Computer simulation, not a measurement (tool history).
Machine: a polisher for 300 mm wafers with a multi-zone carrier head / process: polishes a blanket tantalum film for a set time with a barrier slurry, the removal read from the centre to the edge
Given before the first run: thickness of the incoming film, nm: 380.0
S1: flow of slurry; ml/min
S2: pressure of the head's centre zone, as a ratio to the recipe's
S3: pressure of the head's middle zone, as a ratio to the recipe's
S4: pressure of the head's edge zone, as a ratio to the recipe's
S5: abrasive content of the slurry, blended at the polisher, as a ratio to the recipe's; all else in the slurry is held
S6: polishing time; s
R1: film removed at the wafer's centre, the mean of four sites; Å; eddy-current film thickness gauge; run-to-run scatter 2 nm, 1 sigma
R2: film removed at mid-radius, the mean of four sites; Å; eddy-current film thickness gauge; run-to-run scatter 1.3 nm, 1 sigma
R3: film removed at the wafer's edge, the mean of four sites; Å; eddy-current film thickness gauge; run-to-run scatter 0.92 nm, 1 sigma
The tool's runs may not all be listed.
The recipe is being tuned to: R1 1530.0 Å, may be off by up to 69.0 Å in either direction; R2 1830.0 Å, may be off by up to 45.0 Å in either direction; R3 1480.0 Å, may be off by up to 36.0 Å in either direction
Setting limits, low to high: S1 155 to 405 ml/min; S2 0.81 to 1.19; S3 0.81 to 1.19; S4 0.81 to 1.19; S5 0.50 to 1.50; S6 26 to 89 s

run  hour   S1    S2    S3    S4    S5  S6      R1      R2      R3
  1   0.0  260  1.00  1.00  1.00  1.00  57  1390.0  1390.8  1303.3
  2   5.8  260  1.00  1.00  0.94  1.00  57  1357.3  1379.5  1290.3
  3   8.5  270  0.99  1.03  0.96  1.05  57  1389.2  1461.2  1329.8
  4  12.4  270  0.94  1.03  0.96  1.05  57  1337.1  1440.4  1312.7
  5  18.0  270  1.00  1.03  0.96  1.05  57  1415.5  1460.0  1323.8
  6  24.3  320  1.00  1.03  0.96  1.05  57  1435.3  1476.5  1333.2
  7  30.4  320  1.00  1.03  0.96  1.05  57  1398.6  1478.7  1340.7
  8  39.2  325  1.00  1.06  0.98  1.10  57  1424.9  1541.2  1361.7
  9  40.5  325  1.00  1.08  0.99  1.15  57  1466.7  1571.9  1392.4
 10  49.3  330  0.99  1.10  0.98  1.20  57  1452.1  1619.6  1395.6
 11  55.9  335  0.99  1.12  0.99  1.25  57  1469.6  1672.3  1404.7
 12  58.2  340  0.99  1.13  1.00  1.25  57  1503.1  1662.2  1436.1

4 next moves are on the table. One of them brings every result within its allowed miss. Which?
  A  60.5  365  0.99  1.04  1.02  1.30  57   ?   ?   ?
  B  60.5  320  0.97  1.19  0.84  1.05  62   ?   ?   ?
  C  60.5  360  1.10  1.19  1.09  1.05  55   ?   ?   ?
  D  60.5  355  0.97  1.17  0.98  1.50  57   ?   ?   ?

move      R1      R2      R3
   A  1482.6  1598.1  1460.9
   B  1478.3  1826.8  1359.5
   C  1505.5  1635.5  1374.9
   D  1497.3  1821.5  1474.4
A: lands further from the targets than the last run did
B: gets the furthest-off result to its target, but another result is out of tolerance
C: lands further from the targets than the last run did
D: all results land within tolerance of their targets
So the answer is move D, the one that meets all the targets.
